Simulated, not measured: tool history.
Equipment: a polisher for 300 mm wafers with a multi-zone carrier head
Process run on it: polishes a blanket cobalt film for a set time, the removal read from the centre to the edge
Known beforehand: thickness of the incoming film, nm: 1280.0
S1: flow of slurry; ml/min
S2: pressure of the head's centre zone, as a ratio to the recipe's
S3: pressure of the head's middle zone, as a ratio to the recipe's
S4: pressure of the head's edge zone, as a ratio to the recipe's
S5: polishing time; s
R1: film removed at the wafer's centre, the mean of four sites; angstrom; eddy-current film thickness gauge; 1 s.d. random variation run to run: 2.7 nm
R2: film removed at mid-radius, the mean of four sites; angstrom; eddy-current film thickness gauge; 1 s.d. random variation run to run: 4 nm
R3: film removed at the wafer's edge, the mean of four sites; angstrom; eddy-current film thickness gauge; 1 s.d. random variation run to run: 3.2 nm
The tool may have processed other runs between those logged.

{"run": 1, "day": 0.0, "S1": 215, "S2": 1, "S3": 1, "S4": 1, "S5": 70, "R1": 4761.1, "R2": 4464.3, "R3": 4466.1}
{"run": 2, "day": 0.292, "S1": 215, "S2": 1, "S3": 1, "S4": 1, "S5": 61, "R1": 4177.6, "R2": 3802.8, "R3": 3902}
{"run": 3, "day": 0.65, "S1": 215, "S2": 1, "S3": 0.95, "S4": 1, "S5": 61, "R1": 4160.6, "R2": 3689.1, "R3": 3890.3}
{"run": 4, "day": 0.833, "S1": 195, "S2": 1, "S3": 0.95, "S4": 1, "S5": 61, "R1": 4076.6, "R2": 3619.7, "R3": 3859.2}
{"run": 5, "day": 0.942, "S1": 160, "S2": 1, "S3": 0.95, "S4": 1, "S5": 61, "R1": 3939.2, "R2": 3473.9, "R3": 3754.8}
{"day": 1.008, "done": "centre zone pressure recalibrated"}
{"run": 6, "day": 1.008, "S1": 150, "S2": 0.95, "S3": 0.98, "S4": 1.03, "S5": 61, "R1": 3511.5, "R2": 3548.1, "R3": 3766.5}
{"run": 7, "day": 1.054, "S1": 150, "S2": 0.94, "S3": 0.99, "S4": 1.05, "S5": 62, "R1": 3514.3, "R2": 3591.8, "R3": 3910.1}
{"run": 8, "day": 1.15, "S1": 145, "S2": 0.93, "S3": 1, "S4": 1.06, "S5": 62, "R1": 3443.6, "R2": 3582.1, "R3": 3861}

Run 9, settings as shown, results not yet in. Your forecast:
{"run": 9, "day": 1.288, "S1": 145, "S2": 0.92, "S3": 1.01, "S4": 1.07, "S5": 62, "R1": "?", "R2": "?", "R3": "?"}

For run 9 the tool returned R1 3360.9 angstrom, R2 3599.2 angstrom, R3 3852.1 angstrom.
